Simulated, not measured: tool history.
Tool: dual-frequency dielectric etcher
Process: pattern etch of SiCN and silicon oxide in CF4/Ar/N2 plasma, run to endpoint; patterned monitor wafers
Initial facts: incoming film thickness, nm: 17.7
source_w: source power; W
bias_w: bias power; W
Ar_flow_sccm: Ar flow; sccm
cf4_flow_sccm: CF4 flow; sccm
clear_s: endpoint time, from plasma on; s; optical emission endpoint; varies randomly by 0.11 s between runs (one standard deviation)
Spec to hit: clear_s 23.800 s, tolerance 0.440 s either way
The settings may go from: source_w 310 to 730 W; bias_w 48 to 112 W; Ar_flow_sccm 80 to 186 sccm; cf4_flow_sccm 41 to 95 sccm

run,hour,source_w,bias_w,Ar_flow_sccm,cf4_flow_sccm,clear_s
1,0.0,520,80,133,68,18.471
2,1.1,520,80,150,68,18.833
3,7.4,490,80,150,68,19.863
4,15.7,490,80,150,73,19.366
5,20.0,460,80,150,73,20.331
6,20.9,460,80,150,64,20.853
7,24.5,440,80,150,64,21.664
8,31.0,430,80,150,64,22.022
9,31.7,420,80,150,64,22.680
10,33.0,410,80,150,64,22.969
11,39.5,410,80,150,64,23.030

5 candidate next runs follow, results not yet known. Just one meets every target within its allowed miss. Identify it.
A,46.0,370,70,93,73,?
B,46.0,410,95,151,62,?
C,46.0,470,62,175,73,?
D,46.0,410,93,164,63,?
E,46.0,420,98,160,61,?

move,clear_s
A,23.859
B,22.428
C,21.862
D,22.726
E,22.057
A: every result lands within tolerance
B: the biggest miss grows against the last run
C: the biggest miss grows against the last run
D: the biggest miss grows against the last run
E: the biggest miss grows against the last run
Go with A: it meets all targets.

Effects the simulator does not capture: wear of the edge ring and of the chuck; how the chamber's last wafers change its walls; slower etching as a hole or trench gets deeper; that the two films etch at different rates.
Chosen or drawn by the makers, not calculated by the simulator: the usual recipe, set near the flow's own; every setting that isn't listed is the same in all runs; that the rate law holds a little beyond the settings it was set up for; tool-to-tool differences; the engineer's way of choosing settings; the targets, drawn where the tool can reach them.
